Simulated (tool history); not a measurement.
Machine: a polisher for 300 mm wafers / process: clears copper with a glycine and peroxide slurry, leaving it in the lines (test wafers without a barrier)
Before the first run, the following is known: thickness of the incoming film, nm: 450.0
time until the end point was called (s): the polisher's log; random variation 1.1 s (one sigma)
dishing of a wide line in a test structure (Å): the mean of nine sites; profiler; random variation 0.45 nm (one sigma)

run	hour	flow of slurry (ml/min)	pressure of the wafer on the pad (kPa)	speed of the pad under the wafer (cm/s)	overpolish time after the end point (s)	time until the end point was called (s)	dishing of a wide line in a test structure (Å)
1	0	125	13.8	120	16	80.197	311.59
2	4.9	125	13.8	120	13	78.672	279.32
3	6.9	125	14.5	120	14	75.78	296.36
4	10.6	125	14.5	132	14	70.864	308.55
5	12.2	125	14.5	132	15	69.543	320.25
6	16.9	125	14.5	150	15	62.563	336.16
7	23.5	125	14.5	150	16	63.185	337.9
8	27.8	125	14.5	148	17	63.688	343.68

What will run 9 give?
9	29.1	125	14.5	148	18	?	?

{"run 9": {"time until the end point was called (s)": 63.9, "dishing of a wide line in a test structure (Å)": 349.73}}
